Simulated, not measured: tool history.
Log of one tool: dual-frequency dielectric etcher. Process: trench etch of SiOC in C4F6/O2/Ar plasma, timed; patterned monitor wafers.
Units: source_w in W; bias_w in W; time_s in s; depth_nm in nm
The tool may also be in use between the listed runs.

run	hour	source_w	bias_w	time_s	depth_nm
1	0	390	152	25	45.384
2	3.4	370	148	25	43.941
3	5.1	350	146	25	42.684
4	10.7	350	146	26.5	45.368
5	16.7	380	146	26.5	47.214
6	20.3	380	129	26.5	45.937
7	27.3	360	126	26.5	44.518
8	33.8	340	123	26.5	43.234
9	42.5	330	120	26.5	42.482
10	47.4	330	120	26.5	42.399
11	55.1	320	118	26.5	41.84
12	60.2	310	116	26.5	40.908
13	66.5	300	115	26.5	40.465
14	68.1	290	114	26.5	39.745

The next listed run, before its measurement:
15	75.8	280	113	26.5	?

depth_nm: 38.883 nm
